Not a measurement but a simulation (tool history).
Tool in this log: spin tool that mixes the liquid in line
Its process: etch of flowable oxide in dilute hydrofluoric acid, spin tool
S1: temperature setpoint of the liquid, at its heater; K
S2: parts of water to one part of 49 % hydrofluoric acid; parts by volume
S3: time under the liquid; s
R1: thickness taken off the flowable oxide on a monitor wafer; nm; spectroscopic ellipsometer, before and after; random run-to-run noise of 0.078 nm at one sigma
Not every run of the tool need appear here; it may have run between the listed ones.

run  hour      S1   S2  S3      R1
  1     0  298.15  160  80  16.951
  2   1.8  298.15  160  80  16.818
  3   3.7  296.15  160  80  15.415
  4   6.4  296.15  160  80  15.606
  5   7.2  296.15  160  80  15.498
  6  12.4  293.65  160  80  14.353
  7  19.2  293.15  170  80  12.976

What will run 8 give?
     27.6  -- thermometer replaced
  8  27.6  292.65  175  80   ?

{"run 8": {"R1": 11.142}}
